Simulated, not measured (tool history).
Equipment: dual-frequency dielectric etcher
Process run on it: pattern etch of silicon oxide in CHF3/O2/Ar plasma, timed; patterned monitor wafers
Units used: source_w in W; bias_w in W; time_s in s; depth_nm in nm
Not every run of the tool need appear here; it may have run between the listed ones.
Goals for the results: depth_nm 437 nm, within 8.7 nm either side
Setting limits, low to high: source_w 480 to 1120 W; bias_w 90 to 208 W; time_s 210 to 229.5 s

run,hour,source_w,bias_w,time_s,depth_nm
1,0,800,149,229.5,486.71
2,4.8,800,128,229.5,462.89
3,9.5,790,127,229.5,458.26
4,12.4,790,142,229.5,476.11
5,18.7,790,159,229.5,486.57
6,21.3,760,158,229.5,482.74
7,25.7,730,157,229.5,471.05
8,32.2,710,156,229.5,467.42
9,40.1,690,155,229.5,469.6
10,44.9,670,153,229,459.46

Below are 5 possible settings for the next run. Only one of them brings all results inside the allowed miss of their targets. Which is it?
A,49.7,730,157,226.5,?
B,49.7,610,141,229.5,?
C,49.7,740,168,229.5,?
D,49.7,830,165,221.5,?
E,49.7,810,151,222.5,?

move,depth_nm
A,469.82
B,437.78
C,486.63
D,485.11
E,472.58
A: lands further from the targets than the last run did
B: in spec on every target
C: lands further from the targets than the last run did
D: lands further from the targets than the last run did
E: lands further from the targets than the last run did
Correct choice: B, which meets every target
